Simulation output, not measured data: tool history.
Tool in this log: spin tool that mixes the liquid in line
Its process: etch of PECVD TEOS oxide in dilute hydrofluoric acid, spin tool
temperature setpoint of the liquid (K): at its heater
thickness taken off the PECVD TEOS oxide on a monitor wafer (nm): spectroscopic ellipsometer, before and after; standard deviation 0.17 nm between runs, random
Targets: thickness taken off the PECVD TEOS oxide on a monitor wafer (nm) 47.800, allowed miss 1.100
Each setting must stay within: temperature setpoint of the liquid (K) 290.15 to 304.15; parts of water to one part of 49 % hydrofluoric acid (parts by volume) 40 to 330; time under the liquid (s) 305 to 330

run  hour  temperature setpoint of the liquid (K)  parts of water to one part of 49 % hydrofluoric acid (parts by volume)  time under the liquid (s)  thickness taken off the PECVD TEOS oxide on a monitor wafer (nm)
  1   0.0                                  296.15                                                                     185                        305                                                            26.698
  2   6.5                                  296.15                                                                     185                        305                                                            26.487
  3  12.3                                  296.15                                                                     185                        305                                                            26.696
  4  16.4                                  297.65                                                                     175                        305                                                            30.044
  5  23.9                                  298.65                                                                     170                        305                                                            32.471
  6  27.5                                  298.65                                                                     215                        305                                                            24.367
  7  28.1                                  299.65                                                                     200                        305                                                            27.794
  8  33.7                                  300.65                                                                     190                        305                                                            30.557
  9  35.1                                  301.15                                                                     180                        305                                                            33.235
 10  42.9                                  304.15                                                                     135                        305                                                            52.385
 11  51.2                                  303.65                                                                     135                        305                                                            51.516
 12  60.1                                  303.15                                                                     135                        305                                                            50.382
 13  67.7                                  302.65                                                                     135                        305                                                            49.580

Consider the 4 candidate settings below. Which is the only one whose results all fall within their allowed miss of target?
  A  75.3                                  304.15                                                                     145                        305                                                                 ?
  B  75.3                                  302.15                                                                     130                        305                                                                 ?
  C  75.3                                  302.15                                                                     140                        330                                                                 ?
  D  75.3                                  300.65                                                                     125                        305                                                                 ?

move  thickness taken off the PECVD TEOS oxide on a monitor wafer (nm)
   A                                                            48.046
   B                                                            50.721
   C                                                            50.326
   D                                                            50.137
A: all results in spec
B: its largest miss is bigger than the last run's
C: its largest miss is bigger than the last run's
D: its largest miss is bigger than the last run's
The move that meets every target is A.
